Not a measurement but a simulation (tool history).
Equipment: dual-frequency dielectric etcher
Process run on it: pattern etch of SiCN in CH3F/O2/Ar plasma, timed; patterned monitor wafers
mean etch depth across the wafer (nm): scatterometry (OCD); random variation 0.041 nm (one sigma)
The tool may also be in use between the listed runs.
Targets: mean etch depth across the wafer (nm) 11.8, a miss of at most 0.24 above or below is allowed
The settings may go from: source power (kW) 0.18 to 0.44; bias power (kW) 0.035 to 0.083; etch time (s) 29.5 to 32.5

| run | hour | source power (kW) | bias power (kW) | etch time (s) | mean etch depth across the wafer (nm) |
|---|---|---|---|---|---|
| 1 | 0 | 0.31 | 0.059 | 32.5 | 10.815 |
| 2 | 0.8 | 0.31 | 0.066 | 32.5 | 11.338 |
| 3 | 6.5 | 0.31 | 0.059 | 32.5 | 10.798 |
| 4 | 12.6 | 0.32 | 0.059 | 32.5 | 10.894 |
| 5 | 20.1 | 0.33 | 0.059 | 32.5 | 10.996 |
| 6 | 25.6 | 0.33 | 0.059 | 29.5 | 9.9696 |
| 7 | 33.4 | 0.33 | 0.061 | 29.5 | 10.064 |
| 8 | 41.7 | 0.33 | 0.063 | 29.5 | 10.281 |
| 9 | 50.6 | 0.33 | 0.065 | 29.5 | 10.44 |
| 10 | 55.5 | 0.33 | 0.066 | 29.5 | 10.497 |
| 11 | 60.8 | 0.33 | 0.067 | 29.5 | 10.558 |
| 12 | 67.7 | 0.33 | 0.068 | 29.5 | 10.561 |
| 13 | 69.8 | 0.33 | 0.069 | 29.5 | 10.746 |
| 14 | 76.1 | 0.33 | 0.07 | 29.5 | 10.763 |
| 15 | 80.9 | 0.33 | 0.071 | 29.5 | 10.861 |
| 16 | 86.4 | 0.33 | 0.072 | 29.5 | 10.916 |
| 17 | 91.9 | 0.39 | 0.075 | 29.5 | 11.552 |

5 next moves are on the table. One of them brings every result within its allowed miss. Which?
| A | 97.4 | 0.38 | 0.074 | 30.5 | ? |
| B | 97.4 | 0.36 | 0.075 | 29.5 | ? |
| C | 97.4 | 0.37 | 0.066 | 31 | ? |
| D | 97.4 | 0.37 | 0.07 | 30 | ? |
| E | 97.4 | 0.37 | 0.076 | 31.5 | ? |

| move | mean etch depth across the wafer (nm) |
|---|---|
| A | 11.834 |
| B | 11.365 |
| C | 11.346 |
| D | 11.277 |
| E | 12.289 |
A: all results land within tolerance of their targets
B: moves away from the targets compared with the last run
C: moves away from the targets compared with the last run
D: moves away from the targets compared with the last run
E: takes the biggest miss from the last run beyond its target
Go with A: it meets all targets.
